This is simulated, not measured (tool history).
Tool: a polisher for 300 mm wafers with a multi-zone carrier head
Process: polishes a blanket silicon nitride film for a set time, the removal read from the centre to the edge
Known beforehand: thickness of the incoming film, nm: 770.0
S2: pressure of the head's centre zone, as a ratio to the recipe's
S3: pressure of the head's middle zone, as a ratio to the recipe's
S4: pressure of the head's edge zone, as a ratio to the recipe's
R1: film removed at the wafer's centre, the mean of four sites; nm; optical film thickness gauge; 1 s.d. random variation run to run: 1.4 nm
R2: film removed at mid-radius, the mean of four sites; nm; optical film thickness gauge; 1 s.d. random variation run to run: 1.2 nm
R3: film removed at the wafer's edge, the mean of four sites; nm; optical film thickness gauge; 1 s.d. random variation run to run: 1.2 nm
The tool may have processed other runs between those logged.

Run 1, hour 0: flow of slurry (ml/min) 275, S2 1, S3 1, S4 1, polishing time (s) 67. Result: R1 145.63 nm, R2 148.04 nm, R3 145.89 nm.
Run 2, hour 3.8: flow of slurry (ml/min) 275, S2 1, S3 1, S4 1.06, polishing time (s) 67. Result: R1 142.92 nm, R2 148.05 nm, R3 149.59 nm.
Run 3, hour 6.7: flow of slurry (ml/min) 275, S2 1, S3 1, S4 1.06, polishing time (s) 56. Result: R1 119.78 nm, R2 124.86 nm, R3 126.78 nm.
Run 4, hour 10.3: flow of slurry (ml/min) 275, S2 1, S3 0.94, S4 1.06, polishing time (s) 56. Result: R1 119.19 nm, R2 117.01 nm, R3 125.72 nm.
Run 5, hour 17.2: flow of slurry (ml/min) 275, S2 1, S3 0.91, S4 1.02, polishing time (s) 53. Result: R1 114.15 nm, R2 107.91 nm, R3 115.92 nm.
Run 6, hour 25.7: flow of slurry (ml/min) 275, S2 0.99, S3 0.88, S4 1, polishing time (s) 51. Result: R1 105.57 nm, R2 101.63 nm, R3 112.26 nm.

Forecast run 7:
Run 7, hour 29.2: flow of slurry (ml/min) 275, S2 1, S3 0.86, S4 0.97, polishing time (s) 50. Result: R1 ?, R2 ?, R3 ?.

R1: 105.58 nm
R2: 97.859 nm
R3: 106.97 nm

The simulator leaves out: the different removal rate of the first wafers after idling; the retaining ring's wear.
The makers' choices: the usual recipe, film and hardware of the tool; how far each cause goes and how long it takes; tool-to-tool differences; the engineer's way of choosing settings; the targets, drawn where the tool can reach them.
